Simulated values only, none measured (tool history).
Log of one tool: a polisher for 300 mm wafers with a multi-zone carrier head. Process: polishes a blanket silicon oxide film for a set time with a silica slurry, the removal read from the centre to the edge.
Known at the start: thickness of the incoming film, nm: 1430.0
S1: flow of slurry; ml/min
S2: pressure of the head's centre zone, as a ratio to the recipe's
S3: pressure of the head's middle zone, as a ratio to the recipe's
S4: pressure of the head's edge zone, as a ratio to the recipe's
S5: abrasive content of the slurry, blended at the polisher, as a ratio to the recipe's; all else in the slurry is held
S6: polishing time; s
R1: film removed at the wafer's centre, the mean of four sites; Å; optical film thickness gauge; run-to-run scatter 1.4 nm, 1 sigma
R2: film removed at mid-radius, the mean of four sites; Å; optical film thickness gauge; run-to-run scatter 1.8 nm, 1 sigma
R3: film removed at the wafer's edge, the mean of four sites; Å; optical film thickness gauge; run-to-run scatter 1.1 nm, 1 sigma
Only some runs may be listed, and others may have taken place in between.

run 1 hour=0.0 | S1=310 S2=1.00 S3=1.00 S4=1.00 S5=1.00 S6=57 | R1=2055.3 R2=2046.2 R3=2049.5
run 2 hour=1.6 | S1=310 S2=0.97 S3=1.03 S4=0.95 S5=0.85 S6=57 | R1=1866.8 R2=1976.2 R3=1891.4
run 3 hour=3.4 | S1=310 S2=0.96 S3=1.05 S4=0.91 S5=0.75 S6=56 | R1=1725.9 R2=1874.5 R3=1720.4
run 4 hour=4.3 | S1=305 S2=0.94 S3=1.06 S4=0.88 S5=0.70 S6=56 | R1=1665.7 R2=1832.5 R3=1648.8
run 5 hour=12.1 | S1=375 S2=0.94 S3=1.06 S4=0.88 S5=0.70 S6=56 | R1=1708.6 R2=1868.5 R3=1690.3
run 6 hour=14.7 | S1=435 S2=0.94 S3=1.06 S4=0.88 S5=0.70 S6=56 | R1=1741.9 R2=1901.6 R3=1697.3
run 7 hour=20.4 | S1=425 S2=0.92 S3=1.07 S4=0.86 S5=0.65 S6=56 | R1=1647.7 R2=1821.7 R3=1610.5
run 8 hour=21.4 | S1=415 S2=0.90 S3=1.08 S4=0.84 S5=0.65 S6=56 | R1=1607.1 R2=1852.3 R3=1606.2
run 9 hour=29.9 | S1=405 S2=0.90 S3=1.08 S4=0.83 S5=0.60 S6=56 | R1=1571.3 R2=1825.1 R3=1561.8
run 10 hour=37.3 | S1=400 S2=0.90 S3=1.07 S4=0.82 S5=0.60 S6=56 | R1=1561.7 R2=1808.3 R3=1535.4

What does the tool deliver on the next run?
run 11 hour=44.2 | S1=395 S2=0.89 S3=1.06 S4=0.82 S5=0.60 S6=56 | R1=? R2=? R3=?

Logged for run 11: R1 1552.9 Å, R2 1770.4 Å, R3 1532.7 Å.
